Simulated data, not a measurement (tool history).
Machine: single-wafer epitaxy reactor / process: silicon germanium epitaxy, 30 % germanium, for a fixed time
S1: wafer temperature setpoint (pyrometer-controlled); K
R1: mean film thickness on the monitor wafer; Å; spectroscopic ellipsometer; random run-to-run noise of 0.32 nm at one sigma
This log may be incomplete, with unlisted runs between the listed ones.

run 1 day=0 | S1=888.15 chamber_pressure_(mTorr)=27700 | R1=933.93
run 2 day=0.158 | S1=886.15 chamber_pressure_(mTorr)=27500 | R1=907.13
run 3 day=0.217 | S1=886.15 chamber_pressure_(mTorr)=29700 | R1=931.54
run 4 day=0.267 | S1=893.15 chamber_pressure_(mTorr)=29700 | R1=1052.2
run 5 day=0.379 | S1=890.15 chamber_pressure_(mTorr)=29200 | R1=996.88
run 6 day=0.662 | S1=881.15 chamber_pressure_(mTorr)=29200 | R1=850.02
run 7 day=0.879 | S1=879.15 chamber_pressure_(mTorr)=28800 | R1=807.56

What will run 8 give?
run 8 day=1.104 | S1=877.15 chamber_pressure_(mTorr)=28600 | R1=?

Run 8 produced R1 765.5 Å.
